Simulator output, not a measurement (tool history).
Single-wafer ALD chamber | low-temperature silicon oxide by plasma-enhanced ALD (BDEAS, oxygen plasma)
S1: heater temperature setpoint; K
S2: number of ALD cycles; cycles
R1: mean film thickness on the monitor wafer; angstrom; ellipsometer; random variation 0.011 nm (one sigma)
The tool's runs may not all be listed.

{"run": 1, "hour": 0.0, "S1": 373.15, "S2": 33, "R1": 45.284}
{"run": 2, "hour": 7.7, "S1": 382.15, "S2": 33, "R1": 44.51}
{"run": 3, "hour": 12.2, "S1": 386.15, "S2": 33, "R1": 44.308}
{"run": 4, "hour": 18.5, "S1": 385.15, "S2": 34, "R1": 45.558}
{"run": 5, "hour": 23.3, "S1": 383.15, "S2": 34, "R1": 45.714}
{"run": 6, "hour": 24.6, "S1": 383.15, "S2": 31, "R1": 41.805}
{"run": 7, "hour": 31.7, "S1": 383.15, "S2": 31, "R1": 41.705}
{"run": 8, "hour": 35.9, "S1": 381.15, "S2": 32, "R1": 43.337}
{"run": 9, "hour": 37.4, "S1": 379.15, "S2": 33, "R1": 44.734}
{"run": 10, "hour": 39.1, "S1": 377.15, "S2": 34, "R1": 46.183}
{"run": 11, "hour": 41.7, "S1": 376.15, "S2": 35, "R1": 47.932}
{"run": 12, "hour": 46.6, "S1": 375.15, "S2": 35, "R1": 47.707}

Run 13 comes next. What will it give?
{"run": 13, "hour": 52.0, "S1": 374.15, "S2": 35, "R1": "?"}

{"run 13": {"R1": 47.799}}

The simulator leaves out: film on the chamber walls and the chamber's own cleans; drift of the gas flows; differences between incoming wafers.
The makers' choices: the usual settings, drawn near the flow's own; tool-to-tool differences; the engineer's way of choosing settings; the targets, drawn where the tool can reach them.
